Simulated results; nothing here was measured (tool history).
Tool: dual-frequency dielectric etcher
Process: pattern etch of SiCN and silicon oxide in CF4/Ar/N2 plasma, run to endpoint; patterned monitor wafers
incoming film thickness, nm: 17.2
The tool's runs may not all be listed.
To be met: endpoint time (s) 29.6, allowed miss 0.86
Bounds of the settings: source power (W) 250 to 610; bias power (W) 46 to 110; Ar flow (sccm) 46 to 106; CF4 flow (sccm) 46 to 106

{"run": 1, "hour": 0.0, "source power (W)": 430, "bias power (W)": 78, "Ar flow (sccm)": 76, "CF4 flow (sccm)": 76, "endpoint time (s)": 19.727}
{"run": 2, "hour": 4.4, "source power (W)": 430, "bias power (W)": 66, "Ar flow (sccm)": 76, "CF4 flow (sccm)": 76, "endpoint time (s)": 20.529}
{"run": 3, "hour": 8.4, "source power (W)": 430, "bias power (W)": 66, "Ar flow (sccm)": 63, "CF4 flow (sccm)": 76, "endpoint time (s)": 20.314}
{"run": 4, "hour": 13.2, "source power (W)": 430, "bias power (W)": 66, "Ar flow (sccm)": 54, "CF4 flow (sccm)": 76, "endpoint time (s)": 19.634}
{"run": 5, "hour": 17.2, "source power (W)": 470, "bias power (W)": 66, "Ar flow (sccm)": 54, "CF4 flow (sccm)": 76, "endpoint time (s)": 17.779}
{"run": 6, "hour": 23.3, "source power (W)": 470, "bias power (W)": 66, "Ar flow (sccm)": 54, "CF4 flow (sccm)": 81, "endpoint time (s)": 17.79}
{"run": 7, "hour": 29.3, "source power (W)": 470, "bias power (W)": 66, "Ar flow (sccm)": 54, "CF4 flow (sccm)": 81, "endpoint time (s)": 17.546}
{"run": 8, "hour": 34.2, "source power (W)": 380, "bias power (W)": 50, "Ar flow (sccm)": 61, "CF4 flow (sccm)": 75, "endpoint time (s)": 25.311}
{"run": 9, "hour": 42.8, "source power (W)": 360, "bias power (W)": 50, "Ar flow (sccm)": 61, "CF4 flow (sccm)": 75, "endpoint time (s)": 26.772}
{"run": 10, "hour": 46.3, "source power (W)": 350, "bias power (W)": 50, "Ar flow (sccm)": 61, "CF4 flow (sccm)": 75, "endpoint time (s)": 28.117}

4 next moves are on the table. One of them brings every result within its allowed miss. Which?
{"run": "A", "hour": 49.8, "source power (W)": 350, "bias power (W)": 52, "Ar flow (sccm)": 48, "CF4 flow (sccm)": 63, "endpoint time (s)": "?"}
{"run": "B", "hour": 49.8, "source power (W)": 320, "bias power (W)": 60, "Ar flow (sccm)": 76, "CF4 flow (sccm)": 86, "endpoint time (s)": "?"}
{"run": "C", "hour": 49.8, "source power (W)": 410, "bias power (W)": 46, "Ar flow (sccm)": 76, "CF4 flow (sccm)": 57, "endpoint time (s)": "?"}
{"run": "D", "hour": 49.8, "source power (W)": 360, "bias power (W)": 47, "Ar flow (sccm)": 54, "CF4 flow (sccm)": 81, "endpoint time (s)": "?"}

move=A endpoint_time_(s)=27.078
move=B endpoint_time_(s)=29.95
move=C endpoint_time_(s)=26.009
move=D endpoint_time_(s)=26.601
A: further off than the last run
B: meets every target
C: further off than the last run
D: further off than the last run
Move B is the one to make.
